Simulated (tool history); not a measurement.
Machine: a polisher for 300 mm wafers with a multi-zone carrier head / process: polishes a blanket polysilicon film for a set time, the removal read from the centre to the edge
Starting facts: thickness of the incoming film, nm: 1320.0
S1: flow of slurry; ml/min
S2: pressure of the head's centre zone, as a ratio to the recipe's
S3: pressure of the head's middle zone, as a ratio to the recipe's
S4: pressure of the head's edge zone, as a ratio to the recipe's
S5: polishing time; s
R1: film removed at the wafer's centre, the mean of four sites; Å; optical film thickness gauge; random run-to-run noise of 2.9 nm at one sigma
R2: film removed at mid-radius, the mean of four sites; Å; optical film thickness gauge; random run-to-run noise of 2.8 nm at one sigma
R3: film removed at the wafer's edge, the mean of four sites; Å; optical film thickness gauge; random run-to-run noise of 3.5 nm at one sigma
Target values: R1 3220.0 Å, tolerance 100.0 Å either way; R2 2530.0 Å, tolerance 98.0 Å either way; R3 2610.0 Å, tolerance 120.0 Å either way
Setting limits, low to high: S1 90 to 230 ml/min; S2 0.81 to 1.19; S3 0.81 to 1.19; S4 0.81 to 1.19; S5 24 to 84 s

run 1 hour=0.0 | S1=150 S2=1.00 S3=1.00 S4=1.00 S5=54 | R1=3668.2 R2=3412.7 R3=3439.5
run 2 hour=4.2 | S1=145 S2=1.01 S3=0.98 S4=0.97 S5=52 | R1=3624.3 R2=3273.4 R3=3206.4
run 3 hour=6.7 | S1=145 S2=1.01 S3=0.98 S4=0.93 S5=52 | R1=3572.6 R2=3264.2 R3=3250.6
run 4 hour=14.9 | S1=145 S2=1.01 S3=0.89 S4=0.93 S5=52 | R1=3623.7 R2=3067.3 R3=3214.1
run 5 hour=22.7 | S1=145 S2=1.01 S3=0.89 S4=0.85 S5=52 | R1=3642.7 R2=3080.8 R3=2997.8
run 6 hour=26.5 | S1=140 S2=1.01 S3=0.87 S4=0.85 S5=51 | R1=3517.6 R2=2924.7 R3=2925.9
run 7 hour=34.1 | S1=135 S2=1.01 S3=0.86 S4=0.84 S5=50 | R1=3442.9 R2=2824.9 R3=2922.8
run 8 hour=42.2 | S1=135 S2=1.01 S3=0.85 S4=0.84 S5=49 | R1=3408.5 R2=2804.9 R3=2909.8
run 9 hour=43.6 | S1=140 S2=1.02 S3=0.85 S4=0.84 S5=48 | R1=3384.9 R2=2762.0 R3=2770.1
run 10 hour=50.7 | S1=140 S2=1.02 S3=0.85 S4=0.84 S5=48 | R1=3354.9 R2=2734.8 R3=2816.1
run 11 hour=51.6 | S1=140 S2=1.03 S3=0.85 S4=0.83 S5=47 | R1=3325.2 R2=2685.5 R3=2813.5

Which one of the following 4 next-run settings gets every result inside its allowed miss? There is exactly one.
run A hour=52.5 | S1=130 S2=1.08 S3=0.81 S4=0.85 S5=44 | R1=? R2=? R3=?
run B hour=52.5 | S1=175 S2=1.10 S3=0.91 S4=0.93 S5=41 | R1=? R2=? R3=?
run C hour=52.5 | S1=150 S2=1.11 S3=0.83 S4=0.81 S5=45 | R1=? R2=? R3=?
run D hour=52.5 | S1=230 S2=1.09 S3=0.81 S4=0.81 S5=44 | R1=? R2=? R3=?

move=A R1=3202.8 R2=2385.0 R3=2559.1
move=B R1=3178.3 R2=2526.0 R3=2553.9
move=C R1=3437.1 R2=2533.6 R3=2598.2
move=D R1=3504.7 R2=2563.8 R3=2640.8
A: meets the target for the result that was furthest off, but another lies outside its allowed miss
B: in spec on every target
C: meets the target for the result that was furthest off, but another lies outside its allowed miss
D: meets the target for the result that was furthest off, but another lies outside its allowed miss
Answer: B
